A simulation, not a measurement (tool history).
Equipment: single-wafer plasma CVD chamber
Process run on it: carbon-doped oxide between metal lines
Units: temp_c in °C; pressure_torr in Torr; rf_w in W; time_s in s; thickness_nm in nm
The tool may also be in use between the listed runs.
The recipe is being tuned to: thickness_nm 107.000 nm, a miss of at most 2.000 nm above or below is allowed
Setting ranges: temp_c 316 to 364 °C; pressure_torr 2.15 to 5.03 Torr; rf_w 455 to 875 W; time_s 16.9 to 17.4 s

Run 1, hour 0.0: temp_c 340 °C, pressure_torr 3.59 Torr, rf_w 665 W, time_s 16.9 s. Result: thickness_nm 97.875 nm.
Run 2, hour 5.3: temp_c 338 °C, pressure_torr 3.70 Torr, rf_w 675 W, time_s 16.9 s. Result: thickness_nm 99.942 nm.
Run 3, hour 11.4: temp_c 336 °C, pressure_torr 3.79 Torr, rf_w 680 W, time_s 16.9 s. Result: thickness_nm 101.970 nm.
Run 4, hour 12.1: temp_c 334 °C, pressure_torr 3.84 Torr, rf_w 680 W, time_s 16.9 s. Result: thickness_nm 102.440 nm.
Run 5, hour 19.2: temp_c 334 °C, pressure_torr 3.84 Torr, rf_w 640 W, time_s 16.9 s. Result: thickness_nm 98.455 nm.
Run 6, hour 21.8: temp_c 334 °C, pressure_torr 3.84 Torr, rf_w 675 W, time_s 16.9 s. Result: thickness_nm 101.770 nm.
Run 7, hour 27.6: temp_c 334 °C, pressure_torr 3.84 Torr, rf_w 675 W, time_s 16.9 s. Result: thickness_nm 101.630 nm.
Run 8, hour 34.9: temp_c 332 °C, pressure_torr 3.91 Torr, rf_w 680 W, time_s 16.9 s. Result: thickness_nm 103.300 nm.
Run 9, hour 42.8: temp_c 331 °C, pressure_torr 3.96 Torr, rf_w 680 W, time_s 16.9 s. Result: thickness_nm 104.710 nm.
Run 10, hour 50.5: temp_c 330 °C, pressure_torr 3.98 Torr, rf_w 680 W, time_s 16.9 s. Result: thickness_nm 104.560 nm.

Exactly one of the 4 candidate moves below puts every result within its allowed miss. Which one?
Run A, hour 58.2: temp_c 326 °C, pressure_torr 3.60 Torr, rf_w 665 W, time_s 16.9 s. Result: thickness_nm ?.
Run B, hour 58.2: temp_c 335 °C, pressure_torr 3.48 Torr, rf_w 675 W, time_s 16.9 s. Result: thickness_nm ?.
Run C, hour 58.2: temp_c 333 °C, pressure_torr 4.01 Torr, rf_w 705 W, time_s 17.0 s. Result: thickness_nm ?.
Run D, hour 58.2: temp_c 336 °C, pressure_torr 3.78 Torr, rf_w 690 W, time_s 16.9 s. Result: thickness_nm ?.

move  thickness_nm
   A       103.580
   B       100.460
   C       106.990
   D       102.770
A: misses by more than the last run did
B: misses by more than the last run did
C: all results in spec
D: misses by more than the last run did
Answer: C
